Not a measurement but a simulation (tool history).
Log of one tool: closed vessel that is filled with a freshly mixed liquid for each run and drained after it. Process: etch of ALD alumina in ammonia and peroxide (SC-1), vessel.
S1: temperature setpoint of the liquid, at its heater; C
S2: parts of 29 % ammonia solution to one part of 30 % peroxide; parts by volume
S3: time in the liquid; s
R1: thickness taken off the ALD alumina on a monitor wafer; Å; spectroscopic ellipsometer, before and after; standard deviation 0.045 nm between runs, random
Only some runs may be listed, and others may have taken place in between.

run,hour,S1,S2,S3,R1
1,0,62,0.55,95,108.75
2,3.6,59.5,0.55,95,96.268
3,7.4,57.5,0.55,95,85.555
4,12.8,56,0.55,95,81.019
5,14,54.5,0.55,95,73.595
6,17.1,53.5,0.55,95,69.305

Run 7 is up next; what results do you expect?
7,24.9,53,0.55,95,?

Run 7 gave R1 68.501 Å.
